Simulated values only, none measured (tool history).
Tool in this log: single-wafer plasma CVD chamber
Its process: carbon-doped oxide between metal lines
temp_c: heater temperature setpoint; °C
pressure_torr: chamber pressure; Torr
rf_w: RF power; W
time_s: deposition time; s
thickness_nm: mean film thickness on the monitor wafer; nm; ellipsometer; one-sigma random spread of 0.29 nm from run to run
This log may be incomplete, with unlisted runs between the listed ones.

Run 1, hour 0.0: temp_c 340 °C, pressure_torr 4.04 Torr, rf_w 420 W, time_s 27.0 s. Result: thickness_nm 126.51 nm.
Run 2, hour 3.5: temp_c 340 °C, pressure_torr 4.04 Torr, rf_w 420 W, time_s 27.9 s. Result: thickness_nm 130.44 nm.
Run 3, hour 7.3: temp_c 350 °C, pressure_torr 4.04 Torr, rf_w 420 W, time_s 27.9 s. Result: thickness_nm 126.71 nm.
Run 4, hour 9.3: temp_c 350 °C, pressure_torr 4.76 Torr, rf_w 420 W, time_s 27.9 s. Result: thickness_nm 128.85 nm.
Run 5, hour 17.2: temp_c 341 °C, pressure_torr 4.76 Torr, rf_w 420 W, time_s 27.9 s. Result: thickness_nm 132.08 nm.
Run 6, hour 23.6: temp_c 341 °C, pressure_torr 4.23 Torr, rf_w 420 W, time_s 27.9 s. Result: thickness_nm 131.33 nm.
Run 7, hour 29.8: temp_c 341 °C, pressure_torr 4.23 Torr, rf_w 420 W, time_s 27.9 s. Result: thickness_nm 130.83 nm.
Run 8, hour 31.2: temp_c 341 °C, pressure_torr 4.21 Torr, rf_w 410 W, time_s 27.8 s. Result: thickness_nm 127.68 nm.
At hour 34.1: thermocouple changed; heater temperature recalibrated.
Run 9, hour 34.1: temp_c 341 °C, pressure_torr 4.19 Torr, rf_w 405 W, time_s 27.8 s. Result: thickness_nm 125.91 nm.
Run 10, hour 35.8: temp_c 341 °C, pressure_torr 4.17 Torr, rf_w 400 W, time_s 27.8 s. Result: thickness_nm 125.56 nm.
Run 11, hour 41.9: temp_c 341 °C, pressure_torr 4.15 Torr, rf_w 395 W, time_s 27.8 s. Result: thickness_nm 123.38 nm.
Run 12, hour 48.4: temp_c 347 °C, pressure_torr 3.64 Torr, rf_w 345 W, time_s 27.6 s. Result: thickness_nm 103.14 nm.
Run 13, hour 53.0: temp_c 346 °C, pressure_torr 3.68 Torr, rf_w 345 W, time_s 27.6 s. Result: thickness_nm 103.90 nm.
Run 14, hour 58.1: temp_c 345 °C, pressure_torr 3.71 Torr, rf_w 345 W, time_s 27.6 s. Result: thickness_nm 104.21 nm.
Run 15, hour 66.6: temp_c 344 °C, pressure_torr 3.74 Torr, rf_w 345 W, time_s 27.6 s. Result: thickness_nm 104.17 nm.
Run 16, hour 75.6: temp_c 344 °C, pressure_torr 3.77 Torr, rf_w 345 W, time_s 27.6 s. Result: thickness_nm 104.71 nm.
Run 17, hour 78.5: temp_c 344 °C, pressure_torr 3.80 Torr, rf_w 345 W, time_s 27.6 s. Result: thickness_nm 104.99 nm.

What will run 18 give?
Run 18, hour 84.0: temp_c 344 °C, pressure_torr 3.82 Torr, rf_w 345 W, time_s 27.6 s. Result: thickness_nm ?.

{"run 18": {"thickness_nm": 104.46}}
